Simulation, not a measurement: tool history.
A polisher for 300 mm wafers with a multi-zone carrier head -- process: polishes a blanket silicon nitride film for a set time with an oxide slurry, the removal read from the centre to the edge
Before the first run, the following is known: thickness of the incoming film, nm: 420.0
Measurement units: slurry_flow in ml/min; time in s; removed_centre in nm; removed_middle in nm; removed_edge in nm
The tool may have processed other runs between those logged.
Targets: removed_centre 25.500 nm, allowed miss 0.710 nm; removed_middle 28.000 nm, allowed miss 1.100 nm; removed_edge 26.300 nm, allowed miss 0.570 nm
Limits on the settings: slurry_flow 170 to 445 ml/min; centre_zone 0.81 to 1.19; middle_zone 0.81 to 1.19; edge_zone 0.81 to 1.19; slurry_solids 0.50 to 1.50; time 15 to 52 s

run,hour,slurry_flow,centre_zone,middle_zone,edge_zone,slurry_solids,time,removed_centre,removed_middle,removed_edge
1,0.0,285,1.00,1.00,1.00,1.00,33,21.673,20.817,20.961
2,3.1,295,1.00,1.03,1.03,1.05,33,22.010,22.282,21.697
3,10.1,295,1.00,1.03,1.09,1.05,33,22.064,22.219,22.296
4,14.4,300,1.00,1.05,1.11,1.10,33,22.532,23.720,23.009
5,22.3,305,1.00,1.05,1.12,1.15,33,22.802,22.930,23.571
6,25.7,305,1.00,1.05,1.12,1.15,36,24.984,25.618,25.665
7,28.2,305,1.00,1.05,1.12,1.15,36,25.023,25.830,25.575
8,34.2,310,1.00,1.06,1.13,1.15,36,25.058,25.695,25.933
9,37.9,310,1.00,1.06,1.13,1.15,36,25.131,25.820,26.052
10,40.5,310,1.00,1.07,1.13,1.15,36,25.042,26.334,25.567
11,41.9,315,1.00,1.08,1.14,1.15,36,25.139,27.205,26.099
12,43.4,320,1.00,1.08,1.14,1.15,36,25.020,26.237,26.141
13,48.6,315,1.00,1.09,1.14,1.15,36,24.977,26.466,26.165
14,49.7,315,1.00,1.10,1.13,1.15,36,25.016,27.256,25.887

4 candidate next runs follow, results not yet known. Just one meets every target within its allowed miss. Identify it.
A,50.8,230,0.92,1.12,1.09,0.95,42,?,?,?
B,50.8,280,1.00,1.13,1.14,0.85,42,?,?,?
C,50.8,305,0.97,1.15,1.06,1.00,38,?,?,?
D,50.8,315,0.99,1.13,1.07,1.10,37,?,?,?

move,removed_centre,removed_middle,removed_edge
A,23.869,27.893,26.776
B,25.080,27.235,26.414
C,24.004,27.211,24.994
D,24.911,27.281,25.550
A: meets the target for the result that was furthest off, but another lies outside its allowed miss
B: all results in spec
C: misses by more than the last run did
D: misses by more than the last run did
The move that meets every target is B.
